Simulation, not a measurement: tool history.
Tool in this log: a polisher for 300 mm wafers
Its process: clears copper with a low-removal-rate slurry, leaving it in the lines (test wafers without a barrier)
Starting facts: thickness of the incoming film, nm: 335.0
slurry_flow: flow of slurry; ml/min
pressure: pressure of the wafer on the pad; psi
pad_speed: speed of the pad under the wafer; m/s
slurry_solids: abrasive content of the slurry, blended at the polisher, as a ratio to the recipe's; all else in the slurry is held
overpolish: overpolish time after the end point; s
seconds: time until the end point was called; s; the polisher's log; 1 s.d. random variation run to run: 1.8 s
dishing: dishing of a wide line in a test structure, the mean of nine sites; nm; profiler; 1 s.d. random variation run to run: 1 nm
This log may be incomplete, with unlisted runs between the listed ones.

run	hour	slurry_flow	pressure	pad_speed	slurry_solids	overpolish	seconds	dishing
1	0	305	2.3	1	1	27	141.64	39.095
2	2.6	345	2.3	1	1	27	134.94	38.975
3	4.6	325	2.5	1	1	29	131.29	44.328
4	11.4	320	2.7	1	1	30	123.13	48.56
5	12.8	320	2.7	1	0.9	30	127.02	48.101
6	14.4	360	2.7	1	0.9	30	126.9	48.367

Run 7 comes next. What will it give?
7	17.9	360	2.9	1.02	0.9	31	?	?

{"run 7": {"seconds": 117.35, "dishing": 53.278}}

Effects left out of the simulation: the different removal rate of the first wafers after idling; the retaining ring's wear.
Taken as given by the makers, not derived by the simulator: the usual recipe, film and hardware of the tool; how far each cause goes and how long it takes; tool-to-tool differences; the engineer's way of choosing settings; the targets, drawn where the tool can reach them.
